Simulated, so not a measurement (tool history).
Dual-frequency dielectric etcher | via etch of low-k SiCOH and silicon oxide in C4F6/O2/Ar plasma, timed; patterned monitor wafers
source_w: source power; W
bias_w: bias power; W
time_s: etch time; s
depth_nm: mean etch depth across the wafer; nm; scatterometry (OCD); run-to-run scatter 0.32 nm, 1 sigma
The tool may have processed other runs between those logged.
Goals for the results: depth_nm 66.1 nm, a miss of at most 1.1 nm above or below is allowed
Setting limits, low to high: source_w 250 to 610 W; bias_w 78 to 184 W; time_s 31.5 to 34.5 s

run 1 hour=0 | source_w=430 bias_w=131 time_s=34.5 | depth_nm=94.571
run 2 hour=5.3 | source_w=390 bias_w=118 time_s=34 | depth_nm=85.791
run 3 hour=6.2 | source_w=330 bias_w=118 time_s=34 | depth_nm=77.411
run 4 hour=13.5 | source_w=330 bias_w=118 time_s=34.5 | depth_nm=78.628
run 5 hour=21.5 | source_w=310 bias_w=113 time_s=34.5 | depth_nm=75.104
run 6 hour=26.9 | source_w=300 bias_w=110 time_s=34.5 | depth_nm=72.522
run 7 hour=31.3 | source_w=290 bias_w=109 time_s=34.5 | depth_nm=70.292
run 8 hour=36.3 | source_w=280 bias_w=109 time_s=34.5 | depth_nm=69.315
run 9 hour=38.2 | source_w=270 bias_w=109 time_s=34.5 | depth_nm=67.39

Consider the 4 candidate settings below. Which is the only one whose results all fall within their allowed miss of target?
run A hour=40.1 | source_w=270 bias_w=104 time_s=34.5 | depth_nm=?
run B hour=40.1 | source_w=310 bias_w=96 time_s=33.5 | depth_nm=?
run C hour=40.1 | source_w=340 bias_w=92 time_s=32.5 | depth_nm=?
run D hour=40.1 | source_w=280 bias_w=109 time_s=34.5 | depth_nm=?

move=A depth_nm=66.228
move=B depth_nm=68.591
move=C depth_nm=69.51
move=D depth_nm=68.98
A: all results land within tolerance of their targets
B: moves away from the targets compared with the last run
C: moves away from the targets compared with the last run
D: moves away from the targets compared with the last run
A is the move that brings every result within its allowed miss.

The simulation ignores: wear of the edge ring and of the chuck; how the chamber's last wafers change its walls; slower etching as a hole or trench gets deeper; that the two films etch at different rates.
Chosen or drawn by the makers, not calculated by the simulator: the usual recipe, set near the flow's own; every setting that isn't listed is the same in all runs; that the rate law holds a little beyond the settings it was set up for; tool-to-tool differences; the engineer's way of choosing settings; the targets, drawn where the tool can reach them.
